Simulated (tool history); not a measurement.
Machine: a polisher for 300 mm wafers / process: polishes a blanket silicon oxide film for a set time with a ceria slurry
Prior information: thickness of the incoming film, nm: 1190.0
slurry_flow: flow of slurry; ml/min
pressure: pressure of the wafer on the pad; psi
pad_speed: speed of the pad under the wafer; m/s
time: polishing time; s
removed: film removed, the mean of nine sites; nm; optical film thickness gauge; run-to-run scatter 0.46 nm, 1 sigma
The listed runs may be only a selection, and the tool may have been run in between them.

run 1 hour=0.0 | slurry_flow=140 pressure=2.3 pad_speed=1.20 time=24 | removed=90.819
run 2 hour=2.7 | slurry_flow=140 pressure=2.3 pad_speed=1.20 time=24 | removed=90.414
run 3 hour=4.6 | slurry_flow=130 pressure=2.1 pad_speed=1.20 time=24 | removed=82.545
run 4 hour=13.0 | slurry_flow=125 pressure=2.0 pad_speed=1.20 time=24 | removed=77.805
run 5 hour=15.1 | slurry_flow=120 pressure=1.9 pad_speed=1.20 time=24 | removed=73.923
run 6 hour=22.7 | slurry_flow=120 pressure=1.9 pad_speed=1.20 time=24 | removed=72.969
run 7 hour=30.7 | slurry_flow=115 pressure=1.9 pad_speed=1.20 time=24 | removed=73.381
run 8 hour=31.3 | slurry_flow=110 pressure=1.9 pad_speed=1.20 time=24 | removed=73.287
run 9 hour=40.2 | slurry_flow=110 pressure=1.8 pad_speed=1.20 time=24 | removed=69.283
run 10 hour=46.5 | slurry_flow=105 pressure=1.8 pad_speed=1.20 time=24 | removed=69.200

What does the tool deliver on the next run?
run 11 hour=49.5 | slurry_flow=100 pressure=1.8 pad_speed=1.20 time=24 | removed=?

{"run 11": {"removed": 68.804}}
